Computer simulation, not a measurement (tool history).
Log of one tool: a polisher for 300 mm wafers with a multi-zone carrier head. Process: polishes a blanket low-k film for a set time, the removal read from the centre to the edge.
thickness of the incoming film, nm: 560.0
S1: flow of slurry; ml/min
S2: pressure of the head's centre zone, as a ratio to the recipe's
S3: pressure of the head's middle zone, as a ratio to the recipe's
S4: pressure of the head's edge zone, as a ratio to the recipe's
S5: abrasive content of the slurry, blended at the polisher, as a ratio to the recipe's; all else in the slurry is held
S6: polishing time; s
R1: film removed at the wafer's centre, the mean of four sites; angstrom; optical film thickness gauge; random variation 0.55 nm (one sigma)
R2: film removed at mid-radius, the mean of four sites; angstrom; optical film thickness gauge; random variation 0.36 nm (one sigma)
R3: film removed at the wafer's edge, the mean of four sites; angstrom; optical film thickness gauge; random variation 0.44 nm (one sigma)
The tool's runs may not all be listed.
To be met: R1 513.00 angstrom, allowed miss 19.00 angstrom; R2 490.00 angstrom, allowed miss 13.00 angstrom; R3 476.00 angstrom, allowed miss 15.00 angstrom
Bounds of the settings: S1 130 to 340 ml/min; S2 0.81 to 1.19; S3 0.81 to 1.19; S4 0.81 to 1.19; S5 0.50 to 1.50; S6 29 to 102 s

run    day   S1    S2    S3    S4    S5  S6      R1      R2      R3
  1  0.000  220  1.00  1.00  1.00  1.00  65  370.59  381.72  370.20
  2  0.325  220  1.00  1.00  1.00  1.00  57  329.90  333.45  325.00
  3  0.604  220  1.09  1.00  1.00  1.00  57  360.72  341.57  320.93
  4  0.638  225  1.10  1.01  1.03  1.10  58  401.09  366.33  355.85
  5  0.883  235  1.10  1.04  1.05  1.15  58  408.29  384.35  368.97
  6  0.983  235  1.10  1.04  1.11  1.15  58  412.00  380.42  378.07
  7  1.342  240  1.10  1.06  1.12  1.20  58  413.16  401.02  391.69
  8  1.688  245  1.11  1.07  1.13  1.25  58  429.24  416.38  402.73
  9  1.733  270  1.14  1.08  1.19  1.50  60  518.09  465.49  459.42
     1.846  -- edge zone pressure recalibrated
 10  1.846  270  1.13  1.08  1.19  1.50  60  497.89  466.91  483.90
 11  1.871  270  1.13  1.09  1.19  1.50  60  501.20  466.64  489.29
 12  2.096  270  1.13  1.10  1.17  1.50  60  506.06  478.28  480.21

5 next moves are on the table. One of them brings every result within its allowed miss. Which?
  A  2.321  275  1.16  1.15  1.14  1.40  62   ?   ?   ?
  B  2.321  285  1.17  1.19  1.10  1.10  71   ?   ?   ?
  C  2.321  320  1.04  1.09  1.19  1.25  67   ?   ?   ?
  D  2.321  240  1.09  1.01  1.19  1.50  62   ?   ?   ?
  E  2.321  260  1.18  1.07  1.17  1.50  59   ?   ?   ?

move      R1      R2      R3
   A  509.09  487.56  474.45
   B  522.01  506.68  472.75
   C  474.01  489.04  502.31
   D  484.86  455.96  495.36
   E  504.37  453.47  469.75
A: meets every target
B: takes the result that was furthest off past its target
C: brings the result that was furthest off to its target, and leaves another outside
D: further off than the last run
E: further off than the last run
Move A is the one to make.
